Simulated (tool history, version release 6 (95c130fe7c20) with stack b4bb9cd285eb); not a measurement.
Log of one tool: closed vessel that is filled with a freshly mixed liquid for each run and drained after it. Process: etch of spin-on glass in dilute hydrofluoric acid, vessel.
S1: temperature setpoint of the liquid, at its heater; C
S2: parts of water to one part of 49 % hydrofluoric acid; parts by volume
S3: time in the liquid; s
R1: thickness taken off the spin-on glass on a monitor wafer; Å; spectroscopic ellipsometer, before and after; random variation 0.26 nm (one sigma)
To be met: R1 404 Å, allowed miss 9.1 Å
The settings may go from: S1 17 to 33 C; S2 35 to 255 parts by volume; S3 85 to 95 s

{"run": 1, "hour": 0.0, "S1": 25, "S2": 145, "S3": 85, "R1": 136.29}
{"run": 2, "hour": 4.1, "S1": 25, "S2": 105, "S3": 85, "R1": 198.8}
{"run": 3, "hour": 6.6, "S1": 25, "S2": 75, "S3": 85, "R1": 288.74}
{"run": 4, "hour": 7.5, "S1": 26, "S2": 75, "S3": 85, "R1": 305.23}
{"run": 5, "hour": 11.8, "S1": 26.5, "S2": 75, "S3": 85, "R1": 307.77}
{"run": 6, "hour": 14.2, "S1": 29, "S2": 75, "S3": 85, "R1": 340.11}
{"run": 7, "hour": 20.7, "S1": 29.5, "S2": 75, "S3": 85, "R1": 345.07}
{"run": 8, "hour": 24.3, "S1": 30, "S2": 75, "S3": 85, "R1": 350.31}
{"run": 9, "hour": 25.7, "S1": 30, "S2": 75, "S3": 85, "R1": 354.55}
{"run": 10, "hour": 33.1, "S1": 30.5, "S2": 75, "S3": 85, "R1": 355.49}
{"run": 11, "hour": 39.0, "S1": 31, "S2": 75, "S3": 85, "R1": 364.2}
{"run": 12, "hour": 46.6, "S1": 32, "S2": 75, "S3": 85, "R1": 376.18}
{"run": 13, "hour": 51.1, "S1": 32.5, "S2": 75, "S3": 85, "R1": 385.65}
{"run": 14, "hour": 58.3, "S1": 33, "S2": 75, "S3": 85, "R1": 388.39}
{"run": 15, "hour": 64.2, "S1": 33, "S2": 70, "S3": 85, "R1": 423.38}
{"run": 16, "hour": 67.7, "S1": 32.5, "S2": 70, "S3": 85, "R1": 418.96}

Which of these 5 next moves meets every target?
{"run": "A", "hour": 71.2, "S1": 32, "S2": 75, "S3": 90, "R1": "?"}
{"run": "B", "hour": 71.2, "S1": 30.5, "S2": 65, "S3": 85, "R1": "?"}
{"run": "C", "hour": 71.2, "S1": 31.5, "S2": 70, "S3": 90, "R1": "?"}
{"run": "D", "hour": 71.2, "S1": 29, "S2": 65, "S3": 90, "R1": "?"}
{"run": "E", "hour": 71.2, "S1": 33, "S2": 70, "S3": 85, "R1": "?"}

move=A R1=401.51
move=B R1=419.62
move=C R1=425.4
move=D R1=419.2
move=E R1=425.19
A: meets every target
B: as far off as the last run
C: further off than the last run
D: as far off as the last run
E: further off than the last run
Move A is the one to make.

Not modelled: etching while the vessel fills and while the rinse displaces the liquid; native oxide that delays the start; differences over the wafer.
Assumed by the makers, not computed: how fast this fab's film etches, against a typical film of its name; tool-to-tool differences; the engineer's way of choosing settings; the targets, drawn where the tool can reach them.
